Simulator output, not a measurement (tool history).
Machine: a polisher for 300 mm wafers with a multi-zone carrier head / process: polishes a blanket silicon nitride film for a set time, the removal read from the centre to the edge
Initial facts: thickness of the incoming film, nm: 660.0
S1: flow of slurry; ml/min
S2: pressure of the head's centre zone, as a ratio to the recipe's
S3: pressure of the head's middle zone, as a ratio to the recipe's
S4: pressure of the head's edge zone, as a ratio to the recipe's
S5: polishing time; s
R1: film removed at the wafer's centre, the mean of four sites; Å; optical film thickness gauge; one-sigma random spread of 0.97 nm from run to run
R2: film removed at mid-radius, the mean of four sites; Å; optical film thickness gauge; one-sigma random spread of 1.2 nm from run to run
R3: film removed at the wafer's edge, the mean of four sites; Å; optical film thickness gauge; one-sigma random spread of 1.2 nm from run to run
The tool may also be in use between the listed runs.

{"run": 1, "hour": 0.0, "S1": 160, "S2": 1.0, "S3": 1.0, "S4": 1.0, "S5": 41, "R1": 648.17, "R2": 651.19, "R3": 671.06}
{"run": 2, "hour": 4.1, "S1": 170, "S2": 1.04, "S3": 1.01, "S4": 1.02, "S5": 43, "R1": 693.95, "R2": 698.87, "R3": 711.19}
{"run": 3, "hour": 11.0, "S1": 170, "S2": 1.04, "S3": 1.01, "S4": 1.07, "S5": 43, "R1": 701.57, "R2": 696.24, "R3": 727.52}
{"run": 4, "hour": 18.2, "S1": 175, "S2": 1.07, "S3": 1.0, "S4": 1.06, "S5": 45, "R1": 747.13, "R2": 708.46, "R3": 748.0}
{"run": 5, "hour": 22.4, "S1": 175, "S2": 1.07, "S3": 1.0, "S4": 0.99, "S5": 45, "R1": 756.38, "R2": 711.95, "R3": 724.84}
{"run": 6, "hour": 27.2, "S1": 180, "S2": 1.09, "S3": 1.0, "S4": 1.0, "S5": 47, "R1": 808.2, "R2": 747.5, "R3": 754.27}
{"run": 7, "hour": 34.3, "S1": 185, "S2": 1.11, "S3": 1.0, "S4": 1.02, "S5": 48, "R1": 829.95, "R2": 773.18, "R3": 793.42}
{"run": 8, "hour": 35.0, "S1": 190, "S2": 1.13, "S3": 1.0, "S4": 1.02, "S5": 49, "R1": 851.59, "R2": 784.75, "R3": 807.36}

Expected results for the next run?
{"run": 9, "hour": 41.9, "S1": 190, "S2": 1.14, "S3": 1.0, "S4": 1.01, "S5": 50, "R1": "?", "R2": "?", "R3": "?"}

Logged for run 9: R1 894.41 Å, R2 798.61 Å, R3 818.93 Å.

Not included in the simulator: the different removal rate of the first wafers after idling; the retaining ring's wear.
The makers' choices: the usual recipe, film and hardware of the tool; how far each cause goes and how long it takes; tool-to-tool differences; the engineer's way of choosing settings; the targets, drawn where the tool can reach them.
